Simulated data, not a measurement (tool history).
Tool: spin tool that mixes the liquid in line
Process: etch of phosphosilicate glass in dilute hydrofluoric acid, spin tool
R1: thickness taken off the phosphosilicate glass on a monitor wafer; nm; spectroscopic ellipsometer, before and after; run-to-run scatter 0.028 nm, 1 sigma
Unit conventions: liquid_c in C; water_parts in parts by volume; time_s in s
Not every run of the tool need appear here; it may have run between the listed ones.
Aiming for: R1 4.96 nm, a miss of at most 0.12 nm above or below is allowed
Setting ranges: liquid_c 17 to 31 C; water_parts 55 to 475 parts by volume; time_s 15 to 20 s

Run 1, hour 0: liquid_c 23 C, water_parts 265 parts by volume, time_s 20 s. Result: R1 6.8263 nm.
Run 2, hour 6.1: liquid_c 24.5 C, water_parts 265 parts by volume, time_s 20 s. Result: R1 7.1706 nm.
Run 3, hour 13.8: liquid_c 24.5 C, water_parts 190 parts by volume, time_s 20 s. Result: R1 10.985 nm.
Run 4, hour 14.3: liquid_c 24.5 C, water_parts 255 parts by volume, time_s 20 s. Result: R1 7.6314 nm.
Run 5, hour 22.3: liquid_c 24.5 C, water_parts 335 parts by volume, time_s 20 s. Result: R1 5.3518 nm.
Run 6, hour 24.8: liquid_c 24.5 C, water_parts 240 parts by volume, time_s 20 s. Result: R1 8.2941 nm.
Run 7, hour 30.6: liquid_c 22.5 C, water_parts 255 parts by volume, time_s 20 s. Result: R1 7.0536 nm.
Run 8, hour 37.9: liquid_c 18.5 C, water_parts 290 parts by volume, time_s 20 s. Result: R1 5.159 nm.

Next run, 4 choices. One meets every target within its allowed miss, the rest don't. Which?
Run A, hour 45.2: liquid_c 17 C, water_parts 290 parts by volume, time_s 20 s. Result: R1 ?.
Run B, hour 45.2: liquid_c 18 C, water_parts 285 parts by volume, time_s 20 s. Result: R1 ?.
Run C, hour 45.2: liquid_c 22.5 C, water_parts 315 parts by volume, time_s 20 s. Result: R1 ?.
Run D, hour 45.2: liquid_c 17 C, water_parts 205 parts by volume, time_s 15 s. Result: R1 ?.

move      R1
   A   4.911
   B  5.2123
   C  5.4076
   D  5.6126
A: in spec on every target
B: further off than the last run
C: further off than the last run
D: further off than the last run
Go with A: it meets all targets.
